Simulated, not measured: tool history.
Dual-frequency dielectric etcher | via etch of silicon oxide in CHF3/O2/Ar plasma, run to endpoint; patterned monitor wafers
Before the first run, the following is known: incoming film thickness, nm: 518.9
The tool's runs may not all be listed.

Run 1, day 0.000: source power (W) 890, bias power (W) 190. Result: endpoint time (s) 267.80.
Run 2, day 0.338: source power (W) 790, bias power (W) 190. Result: endpoint time (s) 280.03.
Run 3, day 0.571: source power (W) 850, bias power (W) 194. Result: endpoint time (s) 264.56.
Run 4, day 0.771: source power (W) 850, bias power (W) 210. Result: endpoint time (s) 262.95.
Run 5, day 1.104: source power (W) 890, bias power (W) 213. Result: endpoint time (s) 257.73.
Run 6, day 1.342: source power (W) 930, bias power (W) 216. Result: endpoint time (s) 250.13.
Run 7, day 1.367: source power (W) 950, bias power (W) 217. Result: endpoint time (s) 248.36.
Run 8, day 1.625: source power (W) 970, bias power (W) 219. Result: endpoint time (s) 247.32.

What will run 9 give?
Run 9, day 1.675: source power (W) 990, bias power (W) 221. Result: endpoint time (s) ?.

endpoint time (s): 243.83
